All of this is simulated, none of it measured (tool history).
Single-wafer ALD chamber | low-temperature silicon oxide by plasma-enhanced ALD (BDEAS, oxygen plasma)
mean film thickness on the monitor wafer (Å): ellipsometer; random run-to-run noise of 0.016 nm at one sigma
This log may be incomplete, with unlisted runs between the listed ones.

| run | hour | heater temperature setpoint (°C) | number of ALD cycles (cycles) | mean film thickness on the monitor wafer (Å) |
|---|---|---|---|---|
| 1 | 0.0 | 100 | 38 | 55.393 |
| 2 | 5.5 | 98 | 39 | 57.207 |
| 3 | 12.9 | 98 | 37 | 54.212 |
| 4 | 17.1 | 98 | 32 | 46.695 |
| 5 | 25.1 | 96 | 34 | 50.041 |
| 6 | 26.2 | 94 | 35 | 52.051 |

What will run 7 give?
| 7 | 31.8 | 91 | 36 | ? |

{"run 7": {"mean film thickness on the monitor wafer (Å)": 54.075}}

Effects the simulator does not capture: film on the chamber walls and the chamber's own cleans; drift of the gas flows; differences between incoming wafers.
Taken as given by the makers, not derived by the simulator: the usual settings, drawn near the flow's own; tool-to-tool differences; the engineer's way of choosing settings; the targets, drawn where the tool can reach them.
